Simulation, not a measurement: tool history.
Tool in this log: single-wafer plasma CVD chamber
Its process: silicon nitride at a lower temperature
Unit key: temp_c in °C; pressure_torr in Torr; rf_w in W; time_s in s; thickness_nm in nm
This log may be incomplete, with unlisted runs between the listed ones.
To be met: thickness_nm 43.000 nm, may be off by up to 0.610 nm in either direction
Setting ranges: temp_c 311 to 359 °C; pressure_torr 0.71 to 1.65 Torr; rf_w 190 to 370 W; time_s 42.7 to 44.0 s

run 1 hour=0.0 | temp_c=335 pressure_torr=1.18 rf_w=280 time_s=42.7 | thickness_nm=46.681
run 2 hour=2.6 | temp_c=335 pressure_torr=1.28 rf_w=280 time_s=42.7 | thickness_nm=48.270
run 3 hour=5.2 | temp_c=335 pressure_torr=1.21 rf_w=280 time_s=42.7 | thickness_nm=47.344
run 4 hour=5.9 | temp_c=335 pressure_torr=1.21 rf_w=260 time_s=42.7 | thickness_nm=44.688
run 5 hour=6.8 | temp_c=335 pressure_torr=1.21 rf_w=260 time_s=44.0 | thickness_nm=46.229
run 6 hour=7.6 | temp_c=335 pressure_torr=1.21 rf_w=295 time_s=44.0 | thickness_nm=50.152
run 7 hour=16.1 | temp_c=335 pressure_torr=1.12 rf_w=295 time_s=44.0 | thickness_nm=48.853
run 8 hour=25.1 | temp_c=335 pressure_torr=1.12 rf_w=295 time_s=44.0 | thickness_nm=48.635

Consider the 5 candidate settings below. Which is the only one whose results all fall within their allowed miss of target?
run A hour=34.1 | temp_c=327 pressure_torr=1.35 rf_w=305 time_s=42.7 | thickness_nm=?
run B hour=34.1 | temp_c=342 pressure_torr=1.21 rf_w=305 time_s=44.0 | thickness_nm=?
run C hour=34.1 | temp_c=333 pressure_torr=0.91 rf_w=290 time_s=42.7 | thickness_nm=?
run D hour=34.1 | temp_c=324 pressure_torr=1.11 rf_w=265 time_s=44.0 | thickness_nm=?
run E hour=34.1 | temp_c=338 pressure_torr=1.00 rf_w=245 time_s=42.7 | thickness_nm=?

move=A thickness_nm=51.705
move=B thickness_nm=51.096
move=C thickness_nm=43.252
move=D thickness_nm=45.636
move=E thickness_nm=40.334
A: misses by more than the last run did
B: misses by more than the last run did
C: all results land within tolerance of their targets
D: nearer than the last run, and not there yet
E: moves the result that the last run missed by most past its target, out the other side
C is the move that brings every result within its allowed miss.

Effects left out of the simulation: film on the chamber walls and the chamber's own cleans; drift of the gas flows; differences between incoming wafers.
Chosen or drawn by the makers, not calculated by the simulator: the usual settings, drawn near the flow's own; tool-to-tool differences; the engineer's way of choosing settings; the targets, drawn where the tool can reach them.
